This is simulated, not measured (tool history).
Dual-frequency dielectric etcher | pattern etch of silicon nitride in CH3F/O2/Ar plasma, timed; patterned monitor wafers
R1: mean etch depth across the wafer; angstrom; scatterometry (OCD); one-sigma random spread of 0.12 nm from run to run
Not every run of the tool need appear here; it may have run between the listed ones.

Run 1, hour 0.0: source power (kW) 0.390, bias power (kW) 0.095, etch time (s) 32.5. Result: R1 223.15 angstrom.
Run 2, hour 5.4: source power (kW) 0.390, bias power (kW) 0.095, etch time (s) 32.5. Result: R1 224.27 angstrom.
Run 3, hour 11.6: source power (kW) 0.370, bias power (kW) 0.094, etch time (s) 32.5. Result: R1 219.34 angstrom.
Run 4, hour 14.2: source power (kW) 0.360, bias power (kW) 0.093, etch time (s) 32.5. Result: R1 216.80 angstrom.
Run 5, hour 19.8: source power (kW) 0.420, bias power (kW) 0.093, etch time (s) 32.5. Result: R1 228.65 angstrom.
Run 6, hour 24.7: source power (kW) 0.420, bias power (kW) 0.093, etch time (s) 32.5. Result: R1 229.75 angstrom.
Run 7, hour 27.3: source power (kW) 0.400, bias power (kW) 0.092, etch time (s) 32.5. Result: R1 225.35 angstrom.
Run 8, hour 30.9: source power (kW) 0.380, bias power (kW) 0.091, etch time (s) 32.5. Result: R1 218.56 angstrom.
Run 9, hour 34.5: source power (kW) 0.370, bias power (kW) 0.090, etch time (s) 32.5. Result: R1 217.55 angstrom.

Predict the results of run 10:
Run 10, hour 36.2: source power (kW) 0.370, bias power (kW) 0.090, etch time (s) 32.5. Result: R1 ?.

Run 10 measured R1 219.72 angstrom.

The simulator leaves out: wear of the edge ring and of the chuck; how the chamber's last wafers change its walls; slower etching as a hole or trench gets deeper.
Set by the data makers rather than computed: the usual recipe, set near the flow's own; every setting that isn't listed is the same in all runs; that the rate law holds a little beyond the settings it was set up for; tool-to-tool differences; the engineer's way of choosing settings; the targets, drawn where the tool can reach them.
